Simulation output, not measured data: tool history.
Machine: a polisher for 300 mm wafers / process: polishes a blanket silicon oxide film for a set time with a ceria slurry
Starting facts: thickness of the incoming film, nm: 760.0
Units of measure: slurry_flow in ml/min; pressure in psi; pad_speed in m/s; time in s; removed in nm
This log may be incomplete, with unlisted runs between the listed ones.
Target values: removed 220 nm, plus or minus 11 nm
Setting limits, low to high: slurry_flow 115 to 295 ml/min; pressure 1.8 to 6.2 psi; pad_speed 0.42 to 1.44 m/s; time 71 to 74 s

run    day  slurry_flow  pressure  pad_speed  time  removed
  1      0          190         4       0.92    71   335.49
  2  0.125          190       3.5        0.9    71   296.44
  3  0.292          215       3.5        0.9    71   305.64
  4  0.342          210       3.1        0.9    71   268.52
  5  0.633          210       3.1        1.1    71   323.46
  6  0.846          185       3.1        1.1    71   310.33
  7  1.154          180       2.7        1.1    71   279.18
  8  1.338          175       2.4        1.1    71   255.51
  9  1.683          170       2.2        1.1    71   236.43

Which single option among these 4 for the next run brings every result within its allowed miss of target? Just one does.
  A  2.029          130         2       1.24    74        ?
  B  2.029          135       2.6        1.1    72        ?
  C  2.029          170       2.4       1.04    74        ?
  D  2.029          220       3.2       0.68    71        ?

move  removed
   A   241.43
   B   259.62
   C   251.02
   D   222.99
A: moves away from the targets compared with the last run
B: moves away from the targets compared with the last run
C: moves away from the targets compared with the last run
D: every result within its allowed miss
The move that meets every target is D.

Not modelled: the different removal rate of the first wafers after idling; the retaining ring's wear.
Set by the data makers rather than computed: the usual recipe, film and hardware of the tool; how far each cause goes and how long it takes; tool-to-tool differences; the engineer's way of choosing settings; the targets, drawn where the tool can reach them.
